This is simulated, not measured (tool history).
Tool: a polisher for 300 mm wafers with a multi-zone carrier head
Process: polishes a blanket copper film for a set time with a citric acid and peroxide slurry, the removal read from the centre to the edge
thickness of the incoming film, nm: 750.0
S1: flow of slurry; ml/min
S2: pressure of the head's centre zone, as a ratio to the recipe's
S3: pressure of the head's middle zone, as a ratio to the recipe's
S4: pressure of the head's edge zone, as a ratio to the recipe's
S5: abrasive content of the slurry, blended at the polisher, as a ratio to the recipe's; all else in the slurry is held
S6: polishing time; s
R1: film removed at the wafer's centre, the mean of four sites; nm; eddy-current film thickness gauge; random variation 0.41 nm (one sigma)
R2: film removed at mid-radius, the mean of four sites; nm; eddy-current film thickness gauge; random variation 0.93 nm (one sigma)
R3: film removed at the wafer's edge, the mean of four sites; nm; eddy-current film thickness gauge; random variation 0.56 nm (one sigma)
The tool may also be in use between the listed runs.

{"run": 1, "hour": 0.0, "S1": 240, "S2": 1.0, "S3": 1.0, "S4": 1.0, "S5": 1.0, "S6": 41, "R1": 119.87, "R2": 121.74, "R3": 117.15}
{"run": 2, "hour": 2.7, "S1": 205, "S2": 1.0, "S3": 1.0, "S4": 1.0, "S5": 1.0, "S6": 41, "R1": 117.13, "R2": 121.44, "R3": 116.35}
{"run": 3, "hour": 11.7, "S1": 200, "S2": 0.96, "S3": 0.97, "S4": 0.98, "S5": 0.9, "S6": 38, "R1": 100.67, "R2": 105.89, "R3": 103.7}
{"run": 4, "hour": 13.9, "S1": 200, "S2": 0.96, "S3": 0.97, "S4": 0.91, "S5": 0.9, "S6": 38, "R1": 101.41, "R2": 106.99, "R3": 101.21}
{"run": 5, "hour": 21.5, "S1": 200, "S2": 0.96, "S3": 0.89, "S4": 0.91, "S5": 0.9, "S6": 38, "R1": 102.49, "R2": 101.15, "R3": 100.89}
{"run": 6, "hour": 29.1, "S1": 200, "S2": 0.96, "S3": 0.89, "S4": 0.91, "S5": 1.1, "S6": 38, "R1": 106.26, "R2": 103.31, "R3": 104.78}
{"run": 7, "hour": 35.5, "S1": 160, "S2": 0.86, "S3": 0.83, "S4": 0.88, "S5": 0.85, "S6": 27, "R1": 61.633, "R2": 64.826, "R3": 68.646}

Run 8 comes next. What will it give?
{"run": 8, "hour": 37.0, "S1": 170, "S2": 0.86, "S3": 0.85, "S4": 0.89, "S5": 0.85, "S6": 27, "R1": "?", "R2": "?", "R3": "?"}

R1: 62.431 nm
R2: 66.731 nm
R3: 69.401 nm
